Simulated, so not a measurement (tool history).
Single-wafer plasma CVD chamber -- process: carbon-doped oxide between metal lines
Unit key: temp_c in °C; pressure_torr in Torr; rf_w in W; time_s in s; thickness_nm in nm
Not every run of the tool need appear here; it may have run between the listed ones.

run,hour,temp_c,pressure_torr,rf_w,time_s,thickness_nm
1,0,355,6.73,415,12.2,56.59
2,3.1,355,6.73,415,11.5,53.038
3,7.2,346,6.73,415,11.5,55.575
4,10,350,6.73,415,11.5,54.335
5,16,348,6.83,430,11.5,56.639
6,17.5,348,6.83,410,11.5,54.23
7,20.1,346,6.87,425,11.5,56.402
8,21.9,344,6.93,435,11.5,58.125
9,30.1,342,7,440,11.5,59.263

Run 10 has not been measured yet. What should we expect?
10,36.4,341,7.07,445,11.5,?

For run 10 the tool returned thickness_nm 59.961 nm.
